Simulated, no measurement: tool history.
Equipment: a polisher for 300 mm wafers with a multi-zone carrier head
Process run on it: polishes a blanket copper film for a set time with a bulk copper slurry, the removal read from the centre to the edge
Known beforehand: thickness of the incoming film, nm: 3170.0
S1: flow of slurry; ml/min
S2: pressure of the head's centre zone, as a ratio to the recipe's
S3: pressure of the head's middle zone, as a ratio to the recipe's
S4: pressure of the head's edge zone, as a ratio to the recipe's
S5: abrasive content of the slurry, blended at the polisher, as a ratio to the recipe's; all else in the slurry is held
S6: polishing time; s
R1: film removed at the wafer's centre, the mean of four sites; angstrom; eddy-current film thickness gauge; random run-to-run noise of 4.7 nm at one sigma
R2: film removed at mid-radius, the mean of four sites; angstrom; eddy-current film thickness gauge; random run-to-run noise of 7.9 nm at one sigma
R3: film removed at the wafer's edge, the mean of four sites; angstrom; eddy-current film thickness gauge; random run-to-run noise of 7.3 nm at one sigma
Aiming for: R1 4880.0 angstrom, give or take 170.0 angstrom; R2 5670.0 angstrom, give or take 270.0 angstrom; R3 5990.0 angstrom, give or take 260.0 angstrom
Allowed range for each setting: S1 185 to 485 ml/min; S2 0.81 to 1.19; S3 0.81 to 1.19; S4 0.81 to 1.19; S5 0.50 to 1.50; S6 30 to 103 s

run	hour	S1	S2	S3	S4	S5	S6	R1	R2	R3
1	0.0	310	1.00	1.00	1.00	1.00	66	4622.1	4803.3	4651.0
2	4.2	310	0.98	1.00	1.03	1.10	67	4779.5	4982.1	4979.1
3	10.7	310	0.98	1.00	1.03	1.10	60	4150.4	4561.8	4423.9
4	18.1	310	0.97	1.00	1.06	1.20	62	4424.2	4743.0	4695.9
5	19.6	310	0.97	1.00	0.99	1.20	62	4488.5	4709.0	4542.7
6	23.5	310	0.95	1.00	1.02	1.25	64	4544.6	5079.9	4789.4
7	29.9	310	0.94	0.98	1.05	1.30	65	4504.8	5023.8	4999.9
8	37.7	320	0.94	1.02	1.15	1.50	71	5200.8	5922.7	5940.8
9	46.6	315	0.93	1.01	1.15	1.50	71	5203.1	5904.2	6125.3
10	52.2	315	0.92	1.01	1.15	1.50	71	5155.9	5857.7	6087.3
11	53.0	315	0.91	1.01	1.15	1.50	71	5069.0	5794.2	6032.1

Pick the move, out of 5, that brings all results within their allowed miss; only one does.
A	53.8	340	0.94	1.05	1.08	1.50	65	?	?	?
B	53.8	300	1.01	1.01	1.09	1.45	73	?	?	?
C	53.8	285	0.96	1.00	1.18	1.40	72	?	?	?
D	53.8	240	0.89	0.99	1.16	1.50	72	?	?	?
E	53.8	190	0.91	0.98	1.15	1.45	67	?	?	?

move	R1	R2	R3
A	4822.1	5602.5	5265.2
B	5702.6	5969.0	5842.9
C	5267.8	5758.7	5914.7
D	4876.4	5718.1	5896.3
E	4463.4	5089.4	5308.3
A: brings the result that was furthest off to its target, and leaves another outside
B: its largest miss is bigger than the last run's
C: its largest miss is bigger than the last run's
D: every result lands within tolerance
E: pushes the last run's worst result past its target
The move that meets every target is D.
